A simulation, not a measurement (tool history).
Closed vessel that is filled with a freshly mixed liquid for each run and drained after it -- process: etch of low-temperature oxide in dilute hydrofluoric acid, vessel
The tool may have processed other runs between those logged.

| run | hour | temperature setpoint of the liquid (K) | parts of water to one part of 49 % hydrofluoric acid (parts by volume) | time in the liquid (s) | thickness taken off the low-temperature oxide on a monitor wafer (angstrom) |
|---|---|---|---|---|---|
| 1 | 0 | 297.15 | 275 | 265 | 100.55 |
| 2 | 7.7 | 298.15 | 245 | 265 | 121.27 |
| 3 | 13.7 | 298.15 | 245 | 120 | 54.65 |
| 4 | 23.2 | 298.15 | 320 | 120 | 39.121 |
| 5 | 31.2 | 300.15 | 320 | 120 | 41.214 |
| 6 | 39.4 | 300.15 | 410 | 120 | 29.526 |
| 7 | 47.5 | 304.15 | 300 | 265 | 112.96 |
| 8 | 49 | 304.15 | 280 | 265 | 123.68 |
| 9 | 57.4 | 304.15 | 260 | 265 | 138.34 |
| 10 | 63.7 | 304.15 | 260 | 265 | 138.36 |

Expected results for the next run?
| 11 | 65.4 | 304.15 | 260 | 265 | ? |

thickness taken off the low-temperature oxide on a monitor wafer (angstrom): 137.95

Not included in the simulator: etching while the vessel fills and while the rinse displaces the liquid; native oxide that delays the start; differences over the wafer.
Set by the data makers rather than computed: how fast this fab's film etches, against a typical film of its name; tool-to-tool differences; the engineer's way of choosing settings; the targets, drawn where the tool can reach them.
